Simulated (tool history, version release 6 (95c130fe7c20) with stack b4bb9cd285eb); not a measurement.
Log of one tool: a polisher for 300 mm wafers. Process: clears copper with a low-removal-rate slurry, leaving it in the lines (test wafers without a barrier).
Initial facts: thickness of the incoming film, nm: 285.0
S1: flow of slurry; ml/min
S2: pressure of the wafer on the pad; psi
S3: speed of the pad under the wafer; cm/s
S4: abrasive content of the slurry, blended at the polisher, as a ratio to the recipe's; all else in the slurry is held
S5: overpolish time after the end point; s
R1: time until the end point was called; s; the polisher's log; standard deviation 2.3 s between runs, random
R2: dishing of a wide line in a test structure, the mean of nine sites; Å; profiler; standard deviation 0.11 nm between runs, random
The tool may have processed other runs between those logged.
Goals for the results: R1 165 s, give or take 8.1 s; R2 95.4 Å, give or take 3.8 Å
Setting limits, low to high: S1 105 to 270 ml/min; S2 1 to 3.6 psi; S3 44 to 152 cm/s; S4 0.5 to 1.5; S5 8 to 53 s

run  hour   S1   S2   S3    S4  S5      R1      R2
  1     0  175  2.3   98     1  27  131.02  323.75
  2   7.2  150  2.3   98     1  27  135.25  308.33
  3    10  150  2.3   86     1  27  152.23  286.65
  4  16.9  150  2.1   86     1  27  157.22  276.03
  5  24.3  150  1.6   86     1  27  203.39  230.33
  6  28.4  150  2.1   86     1  27  163.28  272.39
  7  34.1  135  1.7   98  0.85  21   185.4  201.47
  8    41  125  1.5  110  0.75  17   192.9  165.18
  9  42.3  125  1.5  110  0.75  17  188.18  164.01
 10  49.2  150    1  122   0.8   8  222.75  72.174

Which one of the following 4 next-run settings gets every result inside its allowed miss? There is exactly one.
  A  56.1  175    1  140     1   8   ?   ?
  B  56.1  165  1.5  130   0.6   8   ?   ?
  C  56.1  155    1  102  0.75  13   ?   ?
  D  56.1  120  1.5  122  0.55   9   ?   ?

move      R1      R2
   A  183.73  85.234
   B  163.54  95.603
   C   263.1  95.666
   D  188.39  93.548
A: gains on the last run, yet a result remains outside its allowed miss
B: meets every target
C: moves away from the targets compared with the last run
D: gains on the last run, yet a result remains outside its allowed miss
B meets every target.
